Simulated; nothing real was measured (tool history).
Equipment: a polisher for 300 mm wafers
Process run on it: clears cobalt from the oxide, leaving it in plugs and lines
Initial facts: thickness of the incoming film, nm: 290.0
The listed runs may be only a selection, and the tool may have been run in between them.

run	hour	flow of slurry (ml/min)	pressure of the wafer on the pad (psi)	speed of the pad under the wafer (m/s)	overpolish time after the end point (s)	time until the end point was called (s)	dishing of a wide line in a test structure (Å)
1	0	320	1.5	0.96	21	75.899	225.62
2	8.6	320	1.3	0.94	19	83.403	224.57
3	16.3	275	1.3	0.94	19	87.105	217.02
4	20.7	270	1.2	0.92	19	97.786	216.19
5	22	265	1.1	0.92	19	101.14	214.31
6	27.2	265	1.1	1.12	19	86.115	224.91
7	31.3	255	1	1.08	18	94.577	205.92
8	36.7	255	0.9	1.04	20	106.91	218.01

Forecast run 9:
9	43.6	250	0.8	1.02	20	?	?

{"run 9": {"time until the end point was called (s)": 116.71, "dishing of a wide line in a test structure (Å)": 207.8}}

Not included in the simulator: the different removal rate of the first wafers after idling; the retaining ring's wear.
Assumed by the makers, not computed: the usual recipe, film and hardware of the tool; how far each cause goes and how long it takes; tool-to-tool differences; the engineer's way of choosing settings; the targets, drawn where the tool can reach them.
